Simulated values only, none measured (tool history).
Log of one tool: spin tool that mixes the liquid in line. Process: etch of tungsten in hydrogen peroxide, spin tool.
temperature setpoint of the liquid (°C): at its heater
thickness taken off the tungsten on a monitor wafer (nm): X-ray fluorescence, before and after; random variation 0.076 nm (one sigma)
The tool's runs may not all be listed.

run  hour  temperature setpoint of the liquid (°C)  concentration of hydrogen peroxide in the mixed liquid (% by weight)  time under the liquid (s)  thickness taken off the tungsten on a monitor wafer (nm)
  1   0.0                                       48                                                                  24.5                         15                                                    44.179
  2   6.3                                       48                                                                  28.0                         15                                                    47.099
  3   8.6                                       48                                                                  24.0                         15                                                    43.898
  4  12.3                                       46                                                                  24.0                         15                                                    38.711
  5  20.7                                       46                                                                  24.0                         15                                                    38.688
  6  25.9                                       46                                                                  20.0                         15                                                    35.185

Forecast run 7:
  7  29.9                                       45                                                                  20.0                         15                                                         ?

Run 7 gave thickness taken off the tungsten on a monitor wafer (nm) 32.973.
